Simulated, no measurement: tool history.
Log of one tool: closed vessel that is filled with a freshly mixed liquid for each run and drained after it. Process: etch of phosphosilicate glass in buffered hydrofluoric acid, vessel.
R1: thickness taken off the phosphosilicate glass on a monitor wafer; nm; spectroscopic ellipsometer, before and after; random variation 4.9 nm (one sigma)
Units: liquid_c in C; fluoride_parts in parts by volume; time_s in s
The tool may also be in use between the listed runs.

Run 1, hour 0: liquid_c 23 C, fluoride_parts 15 parts by volume, time_s 85 s. Result: R1 315.12 nm.
Run 2, hour 8.1: liquid_c 24.5 C, fluoride_parts 14.5 parts by volume, time_s 85 s. Result: R1 353.27 nm.
Run 3, hour 16.6: liquid_c 24.5 C, fluoride_parts 14.5 parts by volume, time_s 95 s. Result: R1 390.29 nm.
Run 4, hour 21.2: liquid_c 24.5 C, fluoride_parts 14.5 parts by volume, time_s 85 s. Result: R1 356.63 nm.
Run 5, hour 24.2: liquid_c 25.5 C, fluoride_parts 14.5 parts by volume, time_s 85 s. Result: R1 373.24 nm.
Run 6, hour 29.8: liquid_c 25.5 C, fluoride_parts 14.5 parts by volume, time_s 85 s. Result: R1 370.71 nm.

Run 7 comes next. What will it give?
Run 7, hour 33.6: liquid_c 26.5 C, fluoride_parts 14 parts by volume, time_s 85 s. Result: R1 ?.

{"run 7": {"R1": 409.66}}

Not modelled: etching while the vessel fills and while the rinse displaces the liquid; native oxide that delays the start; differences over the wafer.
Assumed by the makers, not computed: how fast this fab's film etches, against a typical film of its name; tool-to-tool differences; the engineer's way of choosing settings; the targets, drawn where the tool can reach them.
